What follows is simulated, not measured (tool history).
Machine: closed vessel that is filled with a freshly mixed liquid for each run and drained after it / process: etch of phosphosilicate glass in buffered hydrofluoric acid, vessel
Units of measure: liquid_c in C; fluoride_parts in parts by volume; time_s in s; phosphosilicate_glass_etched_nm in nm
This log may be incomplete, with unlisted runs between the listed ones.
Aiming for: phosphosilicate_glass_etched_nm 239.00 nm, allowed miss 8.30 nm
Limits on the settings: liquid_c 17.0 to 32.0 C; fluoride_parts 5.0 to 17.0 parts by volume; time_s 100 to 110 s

| run | hour | liquid_c | fluoride_parts | time_s | phosphosilicate_glass_etched_nm |
|---|---|---|---|---|---|
| 1 | 0.0 | 24.0 | 10.5 | 100 | 375.80 |
| 2 | 3.2 | 24.0 | 11.5 | 100 | 346.06 |
| 3 | 6.6 | 22.5 | 11.5 | 100 | 320.99 |
| 4 | 15.1 | 20.5 | 11.5 | 100 | 278.63 |
| 5 | 22.7 | 20.0 | 11.5 | 100 | 276.07 |
| 6 | 30.3 | 20.0 | 11.5 | 110 | 302.76 |
| 7 | 36.3 | 19.5 | 11.5 | 110 | 294.43 |
| 8 | 39.8 | 19.0 | 11.5 | 110 | 288.21 |
| 9 | 41.0 | 18.5 | 11.5 | 110 | 276.19 |
| 10 | 47.8 | 18.5 | 11.5 | 110 | 284.15 |
| 11 | 56.8 | 18.0 | 11.5 | 110 | 273.12 |
| 12 | 59.4 | 17.5 | 12.0 | 110 | 248.58 |

Consider the 5 candidate settings below. Which is the only one whose results all fall within their allowed miss of target?
| A | 62.0 | 17.0 | 11.0 | 100 | ? |
| B | 62.0 | 17.0 | 11.5 | 110 | ? |
| C | 62.0 | 17.5 | 13.5 | 110 | ? |
| D | 62.0 | 22.5 | 14.5 | 105 | ? |
| E | 62.0 | 18.0 | 11.0 | 100 | ? |

| move | phosphosilicate_glass_etched_nm |
|---|---|
| A | 243.60 |
| B | 256.57 |
| C | 225.62 |
| D | 265.71 |
| E | 257.87 |
A: hits every target within its allowed miss
B: moves away from the targets compared with the last run
C: carries the result that was furthest off beyond its target, to the other side
D: moves away from the targets compared with the last run
E: moves away from the targets compared with the last run
The move that meets every target is A.
